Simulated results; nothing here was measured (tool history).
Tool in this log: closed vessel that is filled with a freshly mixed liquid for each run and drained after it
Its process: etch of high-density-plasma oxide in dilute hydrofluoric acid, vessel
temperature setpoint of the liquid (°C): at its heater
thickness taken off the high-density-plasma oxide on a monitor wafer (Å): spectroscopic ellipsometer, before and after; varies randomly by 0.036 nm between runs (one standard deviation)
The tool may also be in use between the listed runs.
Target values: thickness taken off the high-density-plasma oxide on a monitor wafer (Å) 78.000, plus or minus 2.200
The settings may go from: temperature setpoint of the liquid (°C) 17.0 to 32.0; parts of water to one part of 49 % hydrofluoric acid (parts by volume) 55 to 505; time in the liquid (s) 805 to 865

run	hour	temperature setpoint of the liquid (°C)	parts of water to one part of 49 % hydrofluoric acid (parts by volume)	time in the liquid (s)	thickness taken off the high-density-plasma oxide on a monitor wafer (Å)
1	0.0	24.0	280	805	118.390
2	2.1	24.0	245	805	140.050
3	11.5	22.5	265	805	121.300
4	18.2	24.0	265	805	126.920
5	22.7	22.5	280	805	111.940
6	30.1	20.5	280	805	104.310
7	37.7	19.5	290	805	95.888
8	46.5	19.0	295	805	92.421
9	54.5	18.5	300	805	88.837
10	60.5	18.0	305	805	85.640

Which single option among these 4 for the next run brings every result within its allowed miss of target? Just one does.
A	66.5	19.5	340	840	?
B	66.5	17.5	360	865	?
C	66.5	20.0	345	805	?
D	66.5	18.0	310	805	?

move	thickness taken off the high-density-plasma oxide on a monitor wafer (Å)
A	82.311
B	73.222
C	78.834
D	83.865
A: better than the last run, though not everything is in spec
B: the result that was furthest off in the last run now lies on the other side of its target
C: each result inside its tolerance
D: better than the last run, though not everything is in spec
C is the move that brings every result within its allowed miss.

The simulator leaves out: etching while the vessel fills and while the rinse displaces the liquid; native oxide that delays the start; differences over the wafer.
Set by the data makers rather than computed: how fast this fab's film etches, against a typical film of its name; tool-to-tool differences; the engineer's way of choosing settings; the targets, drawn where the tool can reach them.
